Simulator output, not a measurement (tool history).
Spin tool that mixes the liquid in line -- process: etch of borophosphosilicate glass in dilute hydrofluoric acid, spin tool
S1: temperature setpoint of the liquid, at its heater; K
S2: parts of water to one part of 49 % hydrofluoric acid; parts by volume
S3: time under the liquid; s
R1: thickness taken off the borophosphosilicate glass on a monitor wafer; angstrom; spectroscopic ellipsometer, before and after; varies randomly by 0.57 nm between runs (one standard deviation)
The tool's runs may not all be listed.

{"run": 1, "hour": 0.0, "S1": 293.15, "S2": 60, "S3": 85, "R1": 484.58}
{"run": 2, "hour": 4.6, "S1": 294.65, "S2": 55, "S3": 85, "R1": 565.25}
{"run": 3, "hour": 7.8, "S1": 295.65, "S2": 50, "S3": 85, "R1": 651.27}
{"run": 4, "hour": 10.7, "S1": 295.65, "S2": 50, "S3": 85, "R1": 650.24}
{"hour": 19.0, "done": "hydrofluoric acid flow meter replaced"}
{"run": 5, "hour": 19.0, "S1": 295.65, "S2": 30, "S3": 85, "R1": 1204.2}
{"run": 6, "hour": 22.4, "S1": 295.65, "S2": 20, "S3": 85, "R1": 1825}
{"run": 7, "hour": 28.4, "S1": 295.15, "S2": 25, "S3": 85, "R1": 1408.9}
{"run": 8, "hour": 29.4, "S1": 294.15, "S2": 25, "S3": 85, "R1": 1367.8}

Run 9 comes next. What will it give?
{"run": 9, "hour": 32.2, "S1": 290.15, "S2": 40, "S3": 85, "R1": "?"}

For run 9 the tool returned R1 707.18 angstrom.
